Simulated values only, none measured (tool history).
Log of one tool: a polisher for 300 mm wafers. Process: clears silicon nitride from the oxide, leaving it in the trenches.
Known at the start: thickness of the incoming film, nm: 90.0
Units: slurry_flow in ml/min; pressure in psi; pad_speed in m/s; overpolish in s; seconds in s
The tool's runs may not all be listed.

run 1 hour=0.0 | slurry_flow=165 pressure=3.0 pad_speed=0.80 overpolish=8 | seconds=117.68
run 2 hour=5.3 | slurry_flow=160 pressure=2.8 pad_speed=0.80 overpolish=8 | seconds=126.56
run 3 hour=13.1 | slurry_flow=155 pressure=2.7 pad_speed=0.80 overpolish=8 | seconds=134.19
run 4 hour=17.8 | slurry_flow=190 pressure=2.7 pad_speed=0.80 overpolish=8 | seconds=127.15
run 5 hour=20.7 | slurry_flow=190 pressure=2.7 pad_speed=0.92 overpolish=8 | seconds=114.73
run 6 hour=22.2 | slurry_flow=190 pressure=2.7 pad_speed=1.04 overpolish=8 | seconds=106.19
run 7 hour=25.1 | slurry_flow=180 pressure=2.5 pad_speed=1.04 overpolish=8 | seconds=112.80
run 8 hour=31.3 | slurry_flow=175 pressure=2.3 pad_speed=1.04 overpolish=8 | seconds=124.96
run 9 hour=38.7 | slurry_flow=175 pressure=2.3 pad_speed=1.04 overpolish=8 | seconds=122.03
run 10 hour=43.3 | slurry_flow=150 pressure=1.8 pad_speed=1.04 overpolish=8 | seconds=159.39
run 11 hour=51.4 | slurry_flow=160 pressure=1.8 pad_speed=1.04 overpolish=8 | seconds=159.18

Run 12 comes next. What will it give?
run 12 hour=57.5 | slurry_flow=170 pressure=1.8 pad_speed=1.04 overpolish=8 | seconds=?

seconds: 155.79 s
